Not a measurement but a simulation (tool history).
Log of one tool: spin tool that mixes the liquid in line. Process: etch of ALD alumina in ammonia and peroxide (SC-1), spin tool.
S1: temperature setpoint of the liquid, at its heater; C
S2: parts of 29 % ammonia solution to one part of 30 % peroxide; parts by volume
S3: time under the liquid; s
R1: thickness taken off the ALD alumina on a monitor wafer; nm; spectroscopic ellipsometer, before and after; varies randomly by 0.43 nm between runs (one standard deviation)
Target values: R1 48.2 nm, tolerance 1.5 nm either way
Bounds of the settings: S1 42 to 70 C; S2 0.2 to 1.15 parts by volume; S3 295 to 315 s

| run | hour | S1 | S2 | S3 | R1 |
|---|---|---|---|---|---|
| 1 | 0 | 58 | 0.65 | 295 | 33.977 |
| 2 | 1.4 | 58 | 0.65 | 315 | 35.097 |
| 3 | 9.2 | 59.5 | 0.65 | 315 | 38.633 |
| 4 | 11.8 | 61 | 0.65 | 315 | 42.033 |
| 5 | 20.1 | 68 | 0.65 | 315 | 58.558 |
| 6 | 23.5 | 68 | 0.5 | 315 | 57.243 |
| 7 | 31.6 | 67 | 0.5 | 315 | 54.403 |
| 8 | 34.5 | 66.5 | 0.5 | 315 | 52.495 |

Exactly one of the 4 candidate moves below puts every result within its allowed miss. Which one?
| A | 37.4 | 69 | 0.45 | 315 | ? |
| B | 37.4 | 64.5 | 0.4 | 315 | ? |
| C | 37.4 | 64 | 0.55 | 295 | ? |
| D | 37.4 | 69.5 | 0.4 | 315 | ? |

| move | R1 |
|---|---|
| A | 60.302 |
| B | 47.898 |
| C | 45.097 |
| D | 61.081 |
A: lands further from the targets than the last run did
B: in spec on every target
C: carries the result that was furthest off beyond its target, to the other side
D: lands further from the targets than the last run did
The right move is B.

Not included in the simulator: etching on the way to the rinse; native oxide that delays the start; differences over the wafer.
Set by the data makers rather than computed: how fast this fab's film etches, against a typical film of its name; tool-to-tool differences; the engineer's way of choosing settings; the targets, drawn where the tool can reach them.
